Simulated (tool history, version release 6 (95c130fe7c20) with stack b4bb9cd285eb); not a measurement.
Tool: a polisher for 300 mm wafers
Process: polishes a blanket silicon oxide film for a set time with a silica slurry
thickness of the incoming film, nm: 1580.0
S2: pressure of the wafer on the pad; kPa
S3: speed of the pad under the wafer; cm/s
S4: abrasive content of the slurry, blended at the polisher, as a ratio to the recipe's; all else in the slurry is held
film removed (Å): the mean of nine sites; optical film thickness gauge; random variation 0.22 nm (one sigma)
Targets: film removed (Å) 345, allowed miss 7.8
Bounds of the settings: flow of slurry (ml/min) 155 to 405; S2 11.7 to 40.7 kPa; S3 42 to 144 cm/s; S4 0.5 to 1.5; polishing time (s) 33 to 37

{"run": 1, "hour": 0.0, "flow of slurry (ml/min)": 260, "S2": 26.2, "S3": 92, "S4": 1, "polishing time (s)": 37, "film removed (Å)": 914.41}
{"run": 2, "hour": 3.0, "flow of slurry (ml/min)": 255, "S2": 22.8, "S3": 80, "S4": 1, "polishing time (s)": 37, "film removed (Å)": 723.08}
{"run": 3, "hour": 5.9, "flow of slurry (ml/min)": 250, "S2": 20, "S3": 72, "S4": 1, "polishing time (s)": 37, "film removed (Å)": 600.74}
{"run": 4, "hour": 8.3, "flow of slurry (ml/min)": 250, "S2": 20, "S3": 72, "S4": 1.15, "polishing time (s)": 37, "film removed (Å)": 635.96}
{"run": 5, "hour": 16.7, "flow of slurry (ml/min)": 250, "S2": 20, "S3": 84, "S4": 1.15, "polishing time (s)": 37, "film removed (Å)": 715.63}
{"run": 6, "hour": 21.0, "flow of slurry (ml/min)": 245, "S2": 17.9, "S3": 74, "S4": 1.15, "polishing time (s)": 37, "film removed (Å)": 588.65}
{"run": 7, "hour": 25.8, "flow of slurry (ml/min)": 235, "S2": 16.5, "S3": 68, "S4": 1.15, "polishing time (s)": 37, "film removed (Å)": 515.57}
{"run": 8, "hour": 32.4, "flow of slurry (ml/min)": 235, "S2": 16.5, "S3": 68, "S4": 1.15, "polishing time (s)": 37, "film removed (Å)": 519.7}
{"run": 9, "hour": 35.7, "flow of slurry (ml/min)": 220, "S2": 15.2, "S3": 64, "S4": 1.15, "polishing time (s)": 37, "film removed (Å)": 459.15}
{"run": 10, "hour": 43.5, "flow of slurry (ml/min)": 205, "S2": 14.5, "S3": 62, "S4": 1.15, "polishing time (s)": 37, "film removed (Å)": 428.3}
{"run": 11, "hour": 45.4, "flow of slurry (ml/min)": 195, "S2": 13.8, "S3": 60, "S4": 1.15, "polishing time (s)": 37, "film removed (Å)": 401.74}
{"run": 12, "hour": 47.0, "flow of slurry (ml/min)": 185, "S2": 13.1, "S3": 60, "S4": 1.15, "polishing time (s)": 37, "film removed (Å)": 378.46}
{"run": 13, "hour": 51.9, "flow of slurry (ml/min)": 180, "S2": 13.1, "S3": 60, "S4": 1.15, "polishing time (s)": 37, "film removed (Å)": 379.38}
{"hour": 54.3, "done": "head pressure recalibrated"}
{"run": 14, "hour": 54.3, "flow of slurry (ml/min)": 175, "S2": 12.4, "S3": 60, "S4": 1.15, "polishing time (s)": 37, "film removed (Å)": 389.61}
{"run": 15, "hour": 57.6, "flow of slurry (ml/min)": 175, "S2": 12.4, "S3": 58, "S4": 1.15, "polishing time (s)": 37, "film removed (Å)": 382.17}
{"run": 16, "hour": 61.5, "flow of slurry (ml/min)": 175, "S2": 12.4, "S3": 56, "S4": 1.15, "polishing time (s)": 37, "film removed (Å)": 371.75}
{"run": 17, "hour": 69.7, "flow of slurry (ml/min)": 175, "S2": 12.4, "S3": 54, "S4": 1.15, "polishing time (s)": 37, "film removed (Å)": 364.6}
{"run": 18, "hour": 75.7, "flow of slurry (ml/min)": 170, "S2": 12.4, "S3": 54, "S4": 1.15, "polishing time (s)": 37, "film removed (Å)": 362.35}

4 next moves are on the table. One of them brings every result within its allowed miss. Which?
{"run": "A", "hour": 81.7, "flow of slurry (ml/min)": 200, "S2": 11.7, "S3": 44, "S4": 1.5, "polishing time (s)": 35, "film removed (Å)": "?"}
{"run": "B", "hour": 81.7, "flow of slurry (ml/min)": 195, "S2": 17.2, "S3": 42, "S4": 0.8, "polishing time (s)": 34, "film removed (Å)": "?"}
{"run": "C", "hour": 81.7, "flow of slurry (ml/min)": 245, "S2": 12.4, "S3": 46, "S4": 1.15, "polishing time (s)": 37, "film removed (Å)": "?"}
{"run": "D", "hour": 81.7, "flow of slurry (ml/min)": 160, "S2": 11.7, "S3": 48, "S4": 1.25, "polishing time (s)": 36, "film removed (Å)": "?"}

move=A film_removed_(Å)=329.11
move=B film_removed_(Å)=321.15
move=C film_removed_(Å)=343.46
move=D film_removed_(Å)=322.14
A: takes the result that was furthest off past its target
B: takes the result that was furthest off past its target
C: meets every target
D: takes the result that was furthest off past its target
The right move is C.

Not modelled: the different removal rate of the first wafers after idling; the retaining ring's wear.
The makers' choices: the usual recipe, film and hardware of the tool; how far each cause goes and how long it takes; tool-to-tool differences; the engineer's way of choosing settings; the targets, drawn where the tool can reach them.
